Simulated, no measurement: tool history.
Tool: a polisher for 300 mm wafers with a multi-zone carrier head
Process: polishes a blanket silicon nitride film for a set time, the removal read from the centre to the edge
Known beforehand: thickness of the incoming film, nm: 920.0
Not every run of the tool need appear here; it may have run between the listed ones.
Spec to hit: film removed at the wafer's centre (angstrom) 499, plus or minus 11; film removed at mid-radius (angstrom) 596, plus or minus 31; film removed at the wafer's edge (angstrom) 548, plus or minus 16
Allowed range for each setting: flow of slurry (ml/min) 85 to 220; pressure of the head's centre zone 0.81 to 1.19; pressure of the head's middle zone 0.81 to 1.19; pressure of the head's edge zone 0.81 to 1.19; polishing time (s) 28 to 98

run	hour	flow of slurry (ml/min)	pressure of the head's centre zone	pressure of the head's middle zone	pressure of the head's edge zone	polishing time (s)	film removed at the wafer's centre (angstrom)	film removed at mid-radius (angstrom)	film removed at the wafer's edge (angstrom)
1	0	140	1	1	1	63	1018	1017.2	1024.3
2	1.6	140	1	1	0.94	63	1007.7	1019.4	989.06
3	9.8	110	1	1	0.94	63	937.87	970.68	944.71
4	15.7	105	0.96	1	0.91	54	769.18	783.63	785.82
5	16.5	105	1.02	1	0.91	54	800.66	804.43	793.22
6	23.7	105	1.02	1.08	0.91	54	808.03	853.63	797.12
7	31.2	100	0.97	1.1	0.88	49	692.73	766.38	682.65
8	37.4	95	0.92	1.09	0.89	46	616.53	728.9	657.01
9	46.2	95	0.9	1.07	0.87	44	583.84	680.34	609.17
10	48.4	90	0.87	1.05	0.86	43	541.07	627.73	587.15
11	50.7	90	0.85	1.05	0.85	43	530.88	633.84	584.6
12	57	90	0.84	1.05	0.84	42	517.52	614.61	569.44
13	64.3	90	0.83	1.05	0.83	42	514.3	632.28	564.72
14	73.3	90	0.83	1.04	0.83	42	514.11	607.19	557.55

Which of these 4 next moves meets every target?
A	82.3	100	0.91	0.95	0.81	39	?	?	?
B	82.3	90	0.91	0.97	0.84	41	?	?	?
C	82.3	105	0.82	1.07	0.81	40	?	?	?
D	82.3	85	0.85	1.05	0.82	41	?	?	?

move	film removed at the wafer's centre (angstrom)	film removed at mid-radius (angstrom)	film removed at the wafer's edge (angstrom)
A	530.04	530.52	539.76
B	533.59	546.61	562.23
C	517.7	611.47	558.65
D	497.28	571.61	547.62
A: moves away from the targets compared with the last run
B: moves away from the targets compared with the last run
C: moves away from the targets compared with the last run
D: all results land within tolerance of their targets
Move D is the one to make.
